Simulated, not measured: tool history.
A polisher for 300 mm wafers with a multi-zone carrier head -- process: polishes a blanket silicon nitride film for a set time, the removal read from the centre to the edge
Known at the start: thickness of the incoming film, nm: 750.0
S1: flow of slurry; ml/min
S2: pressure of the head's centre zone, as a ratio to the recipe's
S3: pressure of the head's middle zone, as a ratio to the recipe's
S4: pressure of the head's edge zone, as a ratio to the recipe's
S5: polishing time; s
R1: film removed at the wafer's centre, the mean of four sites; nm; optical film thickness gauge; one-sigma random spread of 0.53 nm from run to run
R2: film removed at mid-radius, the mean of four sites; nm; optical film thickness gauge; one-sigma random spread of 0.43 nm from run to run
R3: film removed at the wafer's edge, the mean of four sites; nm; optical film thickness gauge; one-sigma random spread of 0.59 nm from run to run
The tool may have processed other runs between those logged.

Run 1, hour 0: S1 300 ml/min, S2 1, S3 1, S4 1, S5 45 s. Result: R1 59.4 nm, R2 62.739 nm, R3 60.11 nm.
Run 2, hour 5.2: S1 295 ml/min, S2 0.95, S3 0.98, S4 0.97, S5 43 s. Result: R1 54.738 nm, R2 58.019 nm, R3 58.666 nm.
Run 3, hour 13.1: S1 295 ml/min, S2 1.01, S3 0.98, S4 0.97, S5 43 s. Result: R1 59.804 nm, R2 58.066 nm, R3 58.044 nm.
Run 4, hour 15.5: S1 230 ml/min, S2 1.01, S3 0.98, S4 0.97, S5 43 s. Result: R1 57.313 nm, R2 55.845 nm, R3 56.23 nm.
Run 5, hour 19.5: S1 230 ml/min, S2 0.98, S3 1, S4 0.97, S5 41 s. Result: R1 52.049 nm, R2 55.275 nm, R3 53.089 nm.
Run 6, hour 21.5: S1 230 ml/min, S2 1.03, S3 1, S4 0.97, S5 41 s. Result: R1 54.897 nm, R2 54.396 nm, R3 51.499 nm.
At hour 27.6: slurry nozzle cleaned.
Run 7, hour 27.6: S1 220 ml/min, S2 0.99, S3 1, S4 0.97, S5 40 s. Result: R1 53.392 nm, R2 55.449 nm, R3 52.692 nm.
Run 8, hour 33.1: S1 220 ml/min, S2 0.95, S3 0.99, S4 0.97, S5 38 s. Result: R1 48.994 nm, R2 52.449 nm, R3 50.33 nm.

Run 9, settings as shown, results not yet in. Your forecast:
Run 9, hour 38.5: S1 215 ml/min, S2 0.92, S3 0.98, S4 0.97, S5 37 s. Result: R1 ?, R2 ?, R3 ?.

R1: 46.862 nm
R2: 50.031 nm
R3: 48.59 nm

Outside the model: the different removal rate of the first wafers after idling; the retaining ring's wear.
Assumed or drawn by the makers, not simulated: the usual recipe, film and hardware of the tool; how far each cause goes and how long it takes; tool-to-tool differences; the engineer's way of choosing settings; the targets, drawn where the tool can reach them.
